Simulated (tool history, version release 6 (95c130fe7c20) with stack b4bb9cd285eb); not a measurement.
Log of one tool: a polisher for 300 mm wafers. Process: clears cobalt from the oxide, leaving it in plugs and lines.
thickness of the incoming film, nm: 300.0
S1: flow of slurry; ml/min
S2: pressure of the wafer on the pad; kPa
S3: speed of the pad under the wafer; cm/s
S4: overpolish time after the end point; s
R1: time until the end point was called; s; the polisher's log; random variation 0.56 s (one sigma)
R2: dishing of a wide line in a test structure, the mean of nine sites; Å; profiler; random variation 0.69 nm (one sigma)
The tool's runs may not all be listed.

{"run": 1, "day": 0.0, "S1": 275, "S2": 11.7, "S3": 80, "S4": 17, "R1": 104.82, "R2": 337.47}
{"run": 2, "day": 0.108, "S1": 275, "S2": 14.5, "S3": 80, "S4": 17, "R1": 83.673, "R2": 396.01}
{"run": 3, "day": 0.433, "S1": 275, "S2": 15.2, "S3": 80, "S4": 15, "R1": 82.152, "R2": 359.14}
{"run": 4, "day": 0.583, "S1": 275, "S2": 15.2, "S3": 80, "S4": 19, "R1": 81.078, "R2": 412.58}
{"run": 5, "day": 0.788, "S1": 275, "S2": 16.5, "S3": 80, "S4": 19, "R1": 74.808, "R2": 433.26}
{"run": 6, "day": 0.888, "S1": 235, "S2": 16.5, "S3": 80, "S4": 19, "R1": 76.24, "R2": 430.76}
{"run": 7, "day": 1.262, "S1": 235, "S2": 16.5, "S3": 80, "S4": 19, "R1": 75.014, "R2": 429.37}
{"run": 8, "day": 1.458, "S1": 240, "S2": 17.2, "S3": 80, "S4": 17, "R1": 72.178, "R2": 416.21}

Run 9 comes next. What will it give?
{"run": 9, "day": 1.508, "S1": 250, "S2": 17.9, "S3": 80, "S4": 16, "R1": "?", "R2": "?"}

{"run 9": {"R1": 69.565, "R2": 424.56}}
